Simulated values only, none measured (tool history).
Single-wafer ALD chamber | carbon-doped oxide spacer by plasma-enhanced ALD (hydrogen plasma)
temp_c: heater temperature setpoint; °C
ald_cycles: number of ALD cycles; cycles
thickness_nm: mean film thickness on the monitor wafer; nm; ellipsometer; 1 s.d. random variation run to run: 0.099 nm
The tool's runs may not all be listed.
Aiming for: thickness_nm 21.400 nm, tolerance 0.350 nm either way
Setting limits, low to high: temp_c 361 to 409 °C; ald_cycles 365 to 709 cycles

run    day  temp_c  ald_cycles  thickness_nm
  1  0.000     385         537        26.263
  2  0.162     389         537        26.286
  3  0.404     399         537        26.397
  4  0.625     399         589        29.071
  5  0.992     399         540        26.506
  6  1.150     389         540        26.573
  7  1.321     389         505        24.792
  8  1.488     389         482        23.700
  9  1.850     389         466        23.072
 10  2.071     389         454        22.102
 11  2.250     389         449        22.031
 12  2.521     389         445        22.025

Pick the move, out of 4, that brings all results within their allowed miss; only one does.
  A  2.792     384         456             ?
  B  2.792     392         452             ?
  C  2.792     381         435             ?
  D  2.792     395         451             ?

move  thickness_nm
   A        22.606
   B        22.408
   C        21.565
   D        22.358
A: moves away from the targets compared with the last run
B: moves away from the targets compared with the last run
C: all results in spec
D: moves away from the targets compared with the last run
C meets every target.
